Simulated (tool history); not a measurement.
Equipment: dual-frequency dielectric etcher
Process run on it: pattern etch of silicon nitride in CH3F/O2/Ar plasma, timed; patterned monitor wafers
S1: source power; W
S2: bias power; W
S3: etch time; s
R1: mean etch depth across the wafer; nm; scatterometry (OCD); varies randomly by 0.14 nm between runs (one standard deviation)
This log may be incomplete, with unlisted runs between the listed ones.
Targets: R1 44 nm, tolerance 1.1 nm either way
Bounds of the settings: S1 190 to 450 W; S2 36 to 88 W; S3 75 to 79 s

run,day,S1,S2,S3,R1
1,0,320,62,75,51.175
2,0.238,310,61,75,50.217
3,0.392,310,61,79,53.398
4,0.467,290,61,79,51.952
5,0.562,290,61,75,49.303
6,0.771,280,60,75,48.149
7,1.038,270,60,75,47.527
8,1.371,260,60,75,47.136
9,1.421,250,60,75,46.349

Of the 5 settings listed for the next run, only one would bring every result within its allowed miss of target. Which one?
A,1.471,270,59,79,?
B,1.471,230,57,79,?
C,1.471,190,56,79,?
D,1.471,250,63,76.5,?
E,1.471,260,62,75,?

move,R1
A,49.648
B,46.467
C,43.293
D,47.736
E,47.213
A: its largest miss is bigger than the last run's
B: its largest miss is bigger than the last run's
C: meets every target
D: its largest miss is bigger than the last run's
E: its largest miss is bigger than the last run's
Go with C: it meets all targets.
